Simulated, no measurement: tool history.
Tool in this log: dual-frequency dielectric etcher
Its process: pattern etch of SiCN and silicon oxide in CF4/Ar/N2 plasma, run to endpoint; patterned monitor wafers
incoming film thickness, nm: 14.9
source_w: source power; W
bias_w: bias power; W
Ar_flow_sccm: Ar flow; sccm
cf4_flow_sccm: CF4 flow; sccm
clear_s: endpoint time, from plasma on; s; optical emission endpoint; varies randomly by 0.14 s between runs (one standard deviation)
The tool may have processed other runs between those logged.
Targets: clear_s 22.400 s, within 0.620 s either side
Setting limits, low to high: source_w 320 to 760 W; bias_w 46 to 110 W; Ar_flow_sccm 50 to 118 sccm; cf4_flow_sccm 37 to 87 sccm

run	hour	source_w	bias_w	Ar_flow_sccm	cf4_flow_sccm	clear_s
1	0.0	540	78	84	62	14.779
2	5.2	540	88	84	62	14.465
3	6.8	540	98	84	62	13.793
4	7.7	540	110	84	62	13.342
5	16.6	540	110	75	62	13.239
6	20.4	540	110	83	62	13.647
7	28.6	460	104	92	59	16.693
8	32.1	410	103	93	59	19.204
9	37.4	390	103	93	59	20.478
10	40.3	380	103	93	59	21.144

Below are 5 possible settings for the next run. Only one of them brings all results inside the allowed miss of their targets. Which is it?
A	43.2	390	97	85	55	?
B	43.2	390	104	99	61	?
C	43.2	400	92	86	74	?
D	43.2	350	103	89	70	?
E	43.2	390	106	94	58	?

move	clear_s
A	20.598
B	20.206
C	19.368
D	22.439
E	20.145
A: lands further from the targets than the last run did
B: lands further from the targets than the last run did
C: lands further from the targets than the last run did
D: meets every target
E: lands further from the targets than the last run did
The right move is D.
